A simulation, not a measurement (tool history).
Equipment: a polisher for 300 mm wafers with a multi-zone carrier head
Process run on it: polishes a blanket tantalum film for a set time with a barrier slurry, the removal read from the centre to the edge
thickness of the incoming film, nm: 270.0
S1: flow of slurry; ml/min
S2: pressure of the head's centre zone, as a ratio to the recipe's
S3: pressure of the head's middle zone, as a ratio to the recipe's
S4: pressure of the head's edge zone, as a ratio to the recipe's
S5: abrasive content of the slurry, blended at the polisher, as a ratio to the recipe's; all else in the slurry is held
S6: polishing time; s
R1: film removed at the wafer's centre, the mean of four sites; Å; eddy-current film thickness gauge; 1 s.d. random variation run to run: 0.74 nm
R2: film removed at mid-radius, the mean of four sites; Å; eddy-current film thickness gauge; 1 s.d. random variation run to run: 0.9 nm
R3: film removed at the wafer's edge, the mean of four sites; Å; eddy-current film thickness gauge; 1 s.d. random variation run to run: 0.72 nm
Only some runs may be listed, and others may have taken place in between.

run 1 hour=0.0 | S1=140 S2=1.00 S3=1.00 S4=1.00 S5=1.00 S6=56 | R1=546.08 R2=535.34 R3=518.35
run 2 hour=3.7 | S1=140 S2=1.00 S3=1.00 S4=1.00 S5=1.00 S6=48 | R1=467.95 R2=458.49 R3=442.08
run 3 hour=7.5 | S1=140 S2=1.07 S3=1.00 S4=1.00 S5=1.00 S6=48 | R1=495.87 R2=463.24 R3=442.76
run 4 hour=8.8 | S1=140 S2=1.03 S3=1.01 S4=1.04 S5=1.10 S6=49 | R1=507.13 R2=483.35 R3=479.99
run 5 hour=9.8 | S1=110 S2=1.03 S3=1.01 S4=1.04 S5=1.10 S6=49 | R1=469.77 R2=477.22 R3=446.49
run 6 hour=10.3 | S1=110 S2=1.03 S3=1.01 S4=0.96 S5=1.10 S6=49 | R1=473.38 R2=457.62 R3=439.74
-- hour=17.3 edge zone pressure recalibrated
run 7 hour=17.3 | S1=130 S2=0.93 S3=0.91 S4=1.06 S5=1.35 S6=63 | R1=613.49 R2=608.12 R3=677.86

Run 8 is up next; what results do you expect?
run 8 hour=23.3 | S1=125 S2=0.92 S3=0.92 S4=1.06 S5=1.35 S6=63 | R1=? R2=? R3=?

Run 8 produced R1 587.48 Å, R2 590.76 Å, R3 641.97 Å.
